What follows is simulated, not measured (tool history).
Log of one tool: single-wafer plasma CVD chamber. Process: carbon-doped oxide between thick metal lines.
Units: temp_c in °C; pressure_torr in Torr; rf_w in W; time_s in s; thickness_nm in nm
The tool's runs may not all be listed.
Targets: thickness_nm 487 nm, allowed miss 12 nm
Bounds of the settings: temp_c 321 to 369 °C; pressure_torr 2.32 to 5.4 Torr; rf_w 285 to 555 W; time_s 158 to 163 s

run	hour	temp_c	pressure_torr	rf_w	time_s	thickness_nm
1	0	345	3.86	420	158	626.23
2	4.9	346	3.77	405	158	602.49
3	6.9	355	3.77	405	158	590.61
4	9.8	356	3.7	395	158	575.75
5	13.8	357	3.63	385	158	562.05
6	14.4	358	3.56	380	158	549.33
7	16.2	358	3.46	375	158	541.95
8	19.1	358	3.37	370	158	538.34
9	24.1	358	3.32	365	158	529.8
10	26	358	3.25	360	158	524.32
11	30.1	358	3.19	355	158	513.97
12	34.3	358	3.14	355	158	512.95
13	36.5	358	3.09	355	158	511.04
14	44.4	358	3.04	355	158	512.61
15	49.3	358	3	355	158	511.17
16	56.2	358	2.96	355	158	511.41
17	60.3	358	2.92	355	158	511.19
18	61.2	358	2.89	355	158	510.04
19	68.7	358	2.86	355	158	510.09
20	71.8	358	2.83	355	158	508.57
21	77.6	358	2.8	355	158	508.92
22	78.3	358	2.77	355	158	508.16
23	84.4	358	2.74	355	158	506.13
24	86.5	358	2.71	355	158	508.07
25	90	358	2.69	355	158	507.4

5 next moves are on the table. One of them brings every result within its allowed miss. Which?
A	93.5	362	3.35	360	158	?
B	93.5	359	2.5	375	158	?
C	93.5	364	2.58	370	163	?
D	93.5	365	2.32	345	158	?
E	93.5	360	3.31	355	163	?

move	thickness_nm
A	518.1
B	529.57
C	534.08
D	482.83
E	529.97
A: further off than the last run
B: further off than the last run
C: further off than the last run
D: meets every target
E: further off than the last run
The right move is D.
